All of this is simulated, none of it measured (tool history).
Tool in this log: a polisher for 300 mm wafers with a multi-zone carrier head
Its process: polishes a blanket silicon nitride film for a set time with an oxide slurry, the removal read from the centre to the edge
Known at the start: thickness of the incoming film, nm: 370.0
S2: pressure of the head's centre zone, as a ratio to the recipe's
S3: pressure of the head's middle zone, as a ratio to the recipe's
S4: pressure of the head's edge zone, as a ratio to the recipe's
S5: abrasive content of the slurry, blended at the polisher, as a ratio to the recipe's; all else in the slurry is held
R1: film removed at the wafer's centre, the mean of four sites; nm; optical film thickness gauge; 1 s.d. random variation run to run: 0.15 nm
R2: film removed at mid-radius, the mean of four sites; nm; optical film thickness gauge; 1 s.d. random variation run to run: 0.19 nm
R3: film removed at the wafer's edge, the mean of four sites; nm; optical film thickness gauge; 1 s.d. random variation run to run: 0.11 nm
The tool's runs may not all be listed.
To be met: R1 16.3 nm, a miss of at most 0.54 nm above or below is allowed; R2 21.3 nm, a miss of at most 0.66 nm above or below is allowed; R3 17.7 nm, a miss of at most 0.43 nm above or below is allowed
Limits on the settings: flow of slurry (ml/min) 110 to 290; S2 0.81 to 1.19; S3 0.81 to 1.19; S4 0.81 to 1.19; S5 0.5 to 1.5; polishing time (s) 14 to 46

run 1 day=0 | flow_of_slurry_(ml/min)=185 S2=1 S3=1 S4=1 S5=1 polishing_time_(s)=30 | R1=17.165 R2=16.853 R3=16.899
run 2 day=0.279 | flow_of_slurry_(ml/min)=185 S2=1 S3=1 S4=1 S5=1 polishing_time_(s)=32 | R1=18.049 R2=17.797 R3=17.864
run 3 day=0.425 | flow_of_slurry_(ml/min)=185 S2=1 S3=1 S4=1 S5=0.85 polishing_time_(s)=32 | R1=16.605 R2=16.71 R3=15.994
run 4 day=0.475 | flow_of_slurry_(ml/min)=185 S2=1 S3=1 S4=1 S5=0.85 polishing_time_(s)=35 | R1=17.971 R2=18.184 R3=17.849
run 5 day=0.496 | flow_of_slurry_(ml/min)=185 S2=1 S3=1 S4=0.97 S5=0.85 polishing_time_(s)=35 | R1=17.867 R2=17.713 R3=17.486
run 6 day=0.592 | flow_of_slurry_(ml/min)=190 S2=0.98 S3=1.03 S4=0.97 S5=0.85 polishing_time_(s)=35 | R1=17.189 R2=18.408 R3=17.608
run 7 day=0.688 | flow_of_slurry_(ml/min)=195 S2=0.98 S3=1.06 S4=0.96 S5=0.85 polishing_time_(s)=35 | R1=17.788 R2=18.783 R3=17.343
run 8 day=0.862 | flow_of_slurry_(ml/min)=195 S2=0.96 S3=1.08 S4=0.97 S5=0.85 polishing_time_(s)=35 | R1=17.213 R2=19.059 R3=17.494

Which single option among these 5 for the next run brings every result within its allowed miss of target? Just one does.
run A day=1.038 | flow_of_slurry_(ml/min)=190 S2=0.96 S3=0.92 S4=1 S5=0.9 polishing_time_(s)=33 | R1=? R2=? R3=?
run B day=1.038 | flow_of_slurry_(ml/min)=215 S2=1.04 S3=1.04 S4=1 S5=0.85 polishing_time_(s)=34 | R1=? R2=? R3=?
run C day=1.038 | flow_of_slurry_(ml/min)=215 S2=0.91 S3=1.08 S4=1.03 S5=0.85 polishing_time_(s)=34 | R1=? R2=? R3=?
run D day=1.038 | flow_of_slurry_(ml/min)=205 S2=0.87 S3=1.19 S4=0.91 S5=0.7 polishing_time_(s)=41 | R1=? R2=? R3=?
run E day=1.038 | flow_of_slurry_(ml/min)=200 S2=0.97 S3=0.96 S4=1.02 S5=1.15 polishing_time_(s)=30 | R1=? R2=? R3=?

move=A R1=16.777 R2=16.481 R3=17.342
move=B R1=18.42 R2=18.148 R3=17.433
move=C R1=16.105 R2=18.662 R3=17.678
move=D R1=16.232 R2=21.144 R3=17.58
move=E R1=17.668 R2=17.674 R3=18.192
A: further off than the last run
B: further off than the last run
C: further off than the last run
D: hits every target within its allowed miss
E: further off than the last run
D is the move that brings every result within its allowed miss.
